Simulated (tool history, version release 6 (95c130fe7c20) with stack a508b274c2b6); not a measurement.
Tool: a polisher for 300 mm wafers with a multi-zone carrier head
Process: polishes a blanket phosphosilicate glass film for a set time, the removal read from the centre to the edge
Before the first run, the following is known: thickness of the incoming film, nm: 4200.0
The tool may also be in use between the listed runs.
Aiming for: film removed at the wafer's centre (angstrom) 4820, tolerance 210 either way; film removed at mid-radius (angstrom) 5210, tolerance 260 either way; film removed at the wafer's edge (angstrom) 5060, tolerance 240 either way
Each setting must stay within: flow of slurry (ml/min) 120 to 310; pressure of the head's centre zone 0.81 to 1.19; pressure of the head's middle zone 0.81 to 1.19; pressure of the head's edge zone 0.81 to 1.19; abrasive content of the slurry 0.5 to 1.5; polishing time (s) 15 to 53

| run | hour | flow of slurry (ml/min) | pressure of the head's centre zone | pressure of the head's middle zone | pressure of the head's edge zone | abrasive content of the slurry | polishing time (s) | film removed at the wafer's centre (angstrom) | film removed at mid-radius (angstrom) | film removed at the wafer's edge (angstrom) |
|---|---|---|---|---|---|---|---|---|---|---|
| 1 | 0 | 200 | 1 | 1 | 1 | 1 | 34 | 3602 | 3604.8 | 3523.3 |
| 2 | 3.9 | 200 | 1 | 1 | 1 | 0.8 | 34 | 3351.7 | 3346 | 3285.8 |
| 3 | 8.6 | 200 | 1 | 1.02 | 1.03 | 1 | 35 | 3616.2 | 3758.7 | 3712 |
| 4 | 11.4 | 205 | 1.03 | 1.05 | 1.05 | 1.15 | 36 | 4030.2 | 4229.9 | 4036.9 |
| 5 | 18.7 | 210 | 1.04 | 1.05 | 1.07 | 1.25 | 37 | 4292 | 4515.2 | 4340 |
| 6 | 27 | 215 | 1.05 | 1.05 | 1.09 | 1.3 | 37 | 4402.1 | 4505.9 | 4376.6 |
| 7 | 35.9 | 215 | 1.04 | 1.06 | 1.1 | 1.35 | 38 | 4597.2 | 4649.6 | 4704.2 |
| 8 | 39.7 | 215 | 1.04 | 1.08 | 1.1 | 1.4 | 38 | 4685.1 | 4823.1 | 4686.1 |
| 9 | 40.3 | 215 | 1.03 | 1.09 | 1.11 | 1.45 | 38 | 4694.2 | 5086.9 | 4720.6 |
| 10 | 48.9 | 215 | 1.03 | 1.09 | 1.12 | 1.45 | 38 | 4689 | 4906.1 | 4855.9 |

Which single option among these 5 for the next run brings every result within its allowed miss of target? Just one does.
| A | 57.5 | 195 | 1.06 | 0.94 | 1.14 | 1.5 | 39 | ? | ? | ? |
| B | 57.5 | 200 | 1.03 | 1.13 | 1.16 | 1.45 | 40 | ? | ? | ? |
| C | 57.5 | 210 | 1.03 | 1.03 | 1.15 | 1.45 | 39 | ? | ? | ? |
| D | 57.5 | 230 | 1.07 | 1.19 | 0.94 | 1.3 | 40 | ? | ? | ? |
| E | 57.5 | 190 | 1.02 | 1.07 | 1.11 | 1.5 | 38 | ? | ? | ? |

| move | film removed at the wafer's centre (angstrom) | film removed at mid-radius (angstrom) | film removed at the wafer's edge (angstrom) |
|---|---|---|---|
| A | 4978.2 | 4472.4 | 4889.4 |
| B | 4935.3 | 5326.5 | 5008.4 |
| C | 4844.4 | 4830.6 | 4892.2 |
| D | 5060.6 | 5483.4 | 4420.2 |
| E | 4650.9 | 4844.4 | 4678.2 |
A: moves away from the targets compared with the last run
B: every result lands within tolerance
C: moves away from the targets compared with the last run
D: takes the result that was furthest off past its target
E: moves away from the targets compared with the last run
Go with B: it meets all targets.

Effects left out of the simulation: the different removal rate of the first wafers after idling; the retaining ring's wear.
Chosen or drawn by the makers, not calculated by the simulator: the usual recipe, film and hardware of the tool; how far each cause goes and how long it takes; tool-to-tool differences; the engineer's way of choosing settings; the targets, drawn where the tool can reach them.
